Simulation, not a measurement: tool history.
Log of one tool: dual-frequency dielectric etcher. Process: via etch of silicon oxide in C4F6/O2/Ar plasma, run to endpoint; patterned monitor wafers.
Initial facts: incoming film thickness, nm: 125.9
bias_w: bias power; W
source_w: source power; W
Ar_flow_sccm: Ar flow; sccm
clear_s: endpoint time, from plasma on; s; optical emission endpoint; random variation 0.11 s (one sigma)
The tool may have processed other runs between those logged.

run	day	bias_w	source_w	Ar_flow_sccm	clear_s
1	0	472	320	357	31.445
2	0.271	438	320	357	32.649
3	0.438	479	320	356	30.697
4	0.558	503	320	356	29.912
5	0.658	524	320	356	29.443
6	0.779	545	320	356	28.71

Run 7 is up next; what results do you expect?
7	0.979	562	320	356	?

clear_s: 28.248 s
